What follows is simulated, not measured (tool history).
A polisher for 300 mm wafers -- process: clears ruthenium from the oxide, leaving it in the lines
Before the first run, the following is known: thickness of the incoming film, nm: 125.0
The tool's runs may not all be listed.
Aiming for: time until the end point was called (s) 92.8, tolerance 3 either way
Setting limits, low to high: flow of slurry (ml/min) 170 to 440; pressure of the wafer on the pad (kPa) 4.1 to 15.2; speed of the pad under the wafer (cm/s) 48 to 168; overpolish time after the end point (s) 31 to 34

run,hour,flow of slurry (ml/min),pressure of the wafer on the pad (kPa),speed of the pad under the wafer (cm/s),overpolish time after the end point (s),time until the end point was called (s)
1,0,280,9.7,108,31,129.1
2,3.1,280,10.3,108,31,123.63
3,9.2,280,11,108,31,120.98
4,18,280,11,98,31,129.17
5,24,255,11,98,31,131
6,30,255,11,110,31,118.41
7,35.4,265,11.7,110,31,110.93
8,36.7,270,12.4,110,31,105.14
9,40.1,275,13.1,110,31,102.99
10,41.8,275,13.8,110,31,97.077

Exactly one of the 4 candidate moves below puts every result within its allowed miss. Which one?
A,43.5,270,15.2,94,31,?
B,43.5,300,11,136,31,?
C,43.5,245,13.8,110,34,?
D,43.5,260,13.8,102,31,?

move,time until the end point was called (s)
A,105.96
B,94.643
C,99.847
D,106.53
A: further off than the last run
B: hits every target within its allowed miss
C: further off than the last run
D: further off than the last run
The right move is B.

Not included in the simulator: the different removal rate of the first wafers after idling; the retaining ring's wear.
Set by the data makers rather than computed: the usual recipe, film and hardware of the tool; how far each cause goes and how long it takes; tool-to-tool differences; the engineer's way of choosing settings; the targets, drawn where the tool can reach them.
